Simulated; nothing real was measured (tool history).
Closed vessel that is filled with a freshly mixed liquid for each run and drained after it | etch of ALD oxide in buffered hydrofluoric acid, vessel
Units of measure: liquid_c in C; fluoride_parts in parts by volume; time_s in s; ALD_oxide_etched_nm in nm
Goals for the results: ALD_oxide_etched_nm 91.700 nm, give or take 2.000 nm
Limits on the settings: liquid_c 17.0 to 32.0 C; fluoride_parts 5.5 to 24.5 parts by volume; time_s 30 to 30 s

run    day  liquid_c  fluoride_parts  time_s  ALD_oxide_etched_nm
  1  0.000      24.0            15.0      30               42.377
  2  0.158      24.0            15.0      30               42.425
  3  0.179      26.0            14.0      30               50.731
  4  0.208      27.5            13.0      30               59.111
  5  0.404      27.5            13.0      30               58.947
  6  0.446      28.5            12.5      30               64.635
  7  0.600      29.5            12.0      30               70.948
  8  0.854      30.0            11.5      30               75.999
  9  1.012      30.5            11.5      30               78.015
 10  1.208      31.0            11.5      30               80.161
 11  1.292      31.0            11.0      30               83.826

4 candidate next runs follow, results not yet known. Just one meets every target within its allowed miss. Identify it.
  A  1.375      32.0            10.0      30                    ?
  B  1.375      31.0            12.5      30                    ?
  C  1.375      26.0             7.5      30                    ?
  D  1.375      31.0             9.0      30                    ?

move  ALD_oxide_etched_nm
   A               96.813
   B               73.968
   C               91.817
   D               98.194
A: takes the biggest miss from the last run beyond its target
B: lands further from the targets than the last run did
C: every result lands within tolerance
D: takes the biggest miss from the last run beyond its target
Move C is the one to make.
